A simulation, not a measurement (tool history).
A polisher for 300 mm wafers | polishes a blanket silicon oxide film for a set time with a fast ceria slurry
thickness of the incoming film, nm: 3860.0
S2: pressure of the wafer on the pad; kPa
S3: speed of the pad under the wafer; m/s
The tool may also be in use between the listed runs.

Run 1, hour 0: flow of slurry (ml/min) 315, S2 21.4 kPa, S3 0.96 m/s, polishing time (s) 62. Result: film removed (Å) 10879.
Run 2, hour 6.6: flow of slurry (ml/min) 315, S2 24.1 kPa, S3 0.96 m/s, polishing time (s) 62. Result: film removed (Å) 11912.
Run 3, hour 7.3: flow of slurry (ml/min) 315, S2 24.1 kPa, S3 1.18 m/s, polishing time (s) 62. Result: film removed (Å) 13962.
Run 4, hour 15.2: flow of slurry (ml/min) 315, S2 24.1 kPa, S3 1.18 m/s, polishing time (s) 62. Result: film removed (Å) 13815.
Run 5, hour 22.5: flow of slurry (ml/min) 315, S2 24.1 kPa, S3 1.18 m/s, polishing time (s) 62. Result: film removed (Å) 13696.
Run 6, hour 25.7: flow of slurry (ml/min) 315, S2 24.8 kPa, S3 1.18 m/s, polishing time (s) 62. Result: film removed (Å) 13946.
At hour 31.6: head pressure recalibrated.
Run 7, hour 31.6: flow of slurry (ml/min) 315, S2 25.5 kPa, S3 1.18 m/s, polishing time (s) 62. Result: film removed (Å) 15795.

The next listed run, before its measurement:
Run 8, hour 36.1: flow of slurry (ml/min) 320, S2 26.9 kPa, S3 1.18 m/s, polishing time (s) 62. Result: film removed (Å) ?.

{"run 8": {"film removed (Å)": 16376}}
